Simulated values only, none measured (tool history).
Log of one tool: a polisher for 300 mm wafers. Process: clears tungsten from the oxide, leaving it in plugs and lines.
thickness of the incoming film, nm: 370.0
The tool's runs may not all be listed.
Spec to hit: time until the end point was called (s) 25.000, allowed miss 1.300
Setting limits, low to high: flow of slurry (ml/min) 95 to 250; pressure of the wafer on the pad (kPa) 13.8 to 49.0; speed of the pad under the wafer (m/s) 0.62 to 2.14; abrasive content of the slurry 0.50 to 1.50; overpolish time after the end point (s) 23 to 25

run  hour  flow of slurry (ml/min)  pressure of the wafer on the pad (kPa)  speed of the pad under the wafer (m/s)  abrasive content of the slurry  overpolish time after the end point (s)  time until the end point was called (s)
  1   0.0                      160                                    31.0                                    1.38                            1.00                                       23                                   49.697
  2   7.5                      160                                    31.0                                    1.38                            1.10                                       23                                   48.373
  3  12.0                      160                                    37.2                                    1.38                            1.10                                       23                                   41.116
  4  20.8                      160                                    37.2                                    1.38                            0.95                                       23                                   40.682
  5  24.5                      160                                    37.2                                    1.38                            0.95                                       25                                   42.841
  6  27.3                      160                                    40.0                                    1.44                            0.95                                       25                                   37.263
  7  35.8                      160                                    42.1                                    1.48                            0.95                                       25                                   34.700
  8  39.0                      160                                    43.4                                    1.52                            0.95                                       25                                   33.141
  9  44.2                      160                                    44.8                                    1.58                            0.95                                       25                                   30.568
 10  49.1                      160                                    45.5                                    1.62                            0.95                                       25                                   29.387
 11  56.6                      160                                    46.2                                    1.64                            0.95                                       25                                   28.789
 12  65.1                      160                                    46.9                                    1.66                            0.95                                       25                                   27.793
 13  67.4                      160                                    47.6                                    1.68                            0.95                                       25                                   26.934
 14  69.5                      160                                    47.6                                    1.70                            0.95                                       25                                   26.454
     73.5  -- head pressure recalibrated
 15  73.5                      160                                    48.3                                    1.72                            0.95                                       25                                   23.412

Which of these 5 next moves meets every target?
  A  77.5                       95                                    49.0                                    1.58                            1.25                                       23                                        ?
  B  77.5                      180                                    46.2                                    1.68                            0.95                                       23                                        ?
  C  77.5                      140                                    49.0                                    2.00                            0.85                                       23                                        ?
  D  77.5                      175                                    49.0                                    1.72                            1.05                                       25                                        ?
  E  77.5                      200                                    44.1                                    1.50                            0.85                                       25                                        ?

move  time until the end point was called (s)
   A                                   27.430
   B                                   24.555
   C                                   20.795
   D                                   22.459
   E                                   28.652
A: carries the result that was furthest off beyond its target, to the other side
B: all results land within tolerance of their targets
C: lands further from the targets than the last run did
D: lands further from the targets than the last run did
E: carries the result that was furthest off beyond its target, to the other side
Go with B: it meets all targets.
